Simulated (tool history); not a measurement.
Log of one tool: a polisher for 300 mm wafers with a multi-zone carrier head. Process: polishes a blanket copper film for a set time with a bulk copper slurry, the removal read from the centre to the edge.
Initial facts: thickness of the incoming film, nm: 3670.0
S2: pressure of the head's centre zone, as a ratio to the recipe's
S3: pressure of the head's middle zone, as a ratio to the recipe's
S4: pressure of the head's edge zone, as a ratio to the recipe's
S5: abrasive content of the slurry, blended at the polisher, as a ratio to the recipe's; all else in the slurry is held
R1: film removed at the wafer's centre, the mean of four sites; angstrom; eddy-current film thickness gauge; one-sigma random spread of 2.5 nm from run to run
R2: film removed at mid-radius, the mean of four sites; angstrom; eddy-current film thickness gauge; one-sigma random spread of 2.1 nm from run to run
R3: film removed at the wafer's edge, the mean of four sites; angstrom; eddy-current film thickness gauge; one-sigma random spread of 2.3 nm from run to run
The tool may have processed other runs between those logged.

{"run": 1, "hour": 0.0, "flow of slurry (ml/min)": 150, "S2": 1, "S3": 1, "S4": 1, "S5": 1, "polishing time (s)": 44, "R1": 5069.3, "R2": 5328.5, "R3": 5112.1}
{"run": 2, "hour": 4.7, "flow of slurry (ml/min)": 150, "S2": 1, "S3": 1, "S4": 1, "S5": 1, "polishing time (s)": 39, "R1": 4607.6, "R2": 4743.6, "R3": 4581.2}
{"run": 3, "hour": 8.3, "flow of slurry (ml/min)": 140, "S2": 0.97, "S3": 0.98, "S4": 0.98, "S5": 0.9, "polishing time (s)": 38, "R1": 4122.2, "R2": 4413, "R3": 4295.2}
{"run": 4, "hour": 14.0, "flow of slurry (ml/min)": 140, "S2": 0.97, "S3": 0.98, "S4": 0.92, "S5": 0.9, "polishing time (s)": 38, "R1": 4128, "R2": 4419.8, "R3": 4146.6}
{"run": 5, "hour": 16.2, "flow of slurry (ml/min)": 140, "S2": 0.97, "S3": 0.98, "S4": 0.92, "S5": 0.9, "polishing time (s)": 28, "R1": 2983.9, "R2": 3253.2, "R3": 3089.4}
{"run": 6, "hour": 24.3, "flow of slurry (ml/min)": 140, "S2": 0.97, "S3": 0.98, "S4": 0.92, "S5": 0.75, "polishing time (s)": 28, "R1": 2916.2, "R2": 3092.7, "R3": 2974.7}
{"run": 7, "hour": 25.6, "flow of slurry (ml/min)": 145, "S2": 0.96, "S3": 0.97, "S4": 0.94, "S5": 0.75, "polishing time (s)": 28, "R1": 2947, "R2": 3142.9, "R3": 3020.5}
{"run": 8, "hour": 30.1, "flow of slurry (ml/min)": 145, "S2": 0.95, "S3": 0.96, "S4": 0.97, "S5": 0.75, "polishing time (s)": 28, "R1": 2943.8, "R2": 3097.7, "R3": 3042}
{"run": 9, "hour": 35.7, "flow of slurry (ml/min)": 145, "S2": 0.94, "S3": 0.96, "S4": 1, "S5": 0.75, "polishing time (s)": 28, "R1": 2928.2, "R2": 3147.4, "R3": 3134.6}
{"run": 10, "hour": 39.8, "flow of slurry (ml/min)": 145, "S2": 0.94, "S3": 0.96, "S4": 1.02, "S5": 0.75, "polishing time (s)": 28, "R1": 2897.4, "R2": 3090.8, "R3": 3144.5}

What will run 11 give?
{"run": 11, "hour": 47.5, "flow of slurry (ml/min)": 145, "S2": 0.94, "S3": 0.96, "S4": 1.03, "S5": 0.75, "polishing time (s)": 28, "R1": "?", "R2": "?", "R3": "?"}

{"run 11": {"R1": 2904.9, "R2": 3105.6, "R3": 3175.2}}

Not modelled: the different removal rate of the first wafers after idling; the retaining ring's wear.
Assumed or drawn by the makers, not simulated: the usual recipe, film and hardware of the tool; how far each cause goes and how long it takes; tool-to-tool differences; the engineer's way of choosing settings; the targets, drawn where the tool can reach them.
